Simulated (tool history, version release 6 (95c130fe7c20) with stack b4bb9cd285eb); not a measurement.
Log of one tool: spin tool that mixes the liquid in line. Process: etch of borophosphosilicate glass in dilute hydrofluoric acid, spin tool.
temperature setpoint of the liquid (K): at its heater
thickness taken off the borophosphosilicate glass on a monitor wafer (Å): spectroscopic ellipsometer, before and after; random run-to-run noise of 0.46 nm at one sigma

run	day	temperature setpoint of the liquid (K)	parts of water to one part of 49 % hydrofluoric acid (parts by volume)	time under the liquid (s)	thickness taken off the borophosphosilicate glass on a monitor wafer (Å)
1	0	298.15	45	65	766.17
2	0.208	298.15	60	65	566.66
3	0.521	300.15	55	65	676.86
4	0.862	301.65	55	65	706.55
5	1.183	302.65	55	65	743.09
6	1.404	300.15	55	65	671.53
7	1.692	301.65	55	65	715.29
8	1.933	302.65	55	65	748.89
9	2.104	303.65	55	65	777.74
10	2.233	304.15	55	65	788.26
11	2.346	304.15	55	65	786.23
12	2.533	304.65	55	65	799.32

Predict the results of run 13:
13	2.904	305.15	55	65	?

thickness taken off the borophosphosilicate glass on a monitor wafer (Å): 820.4
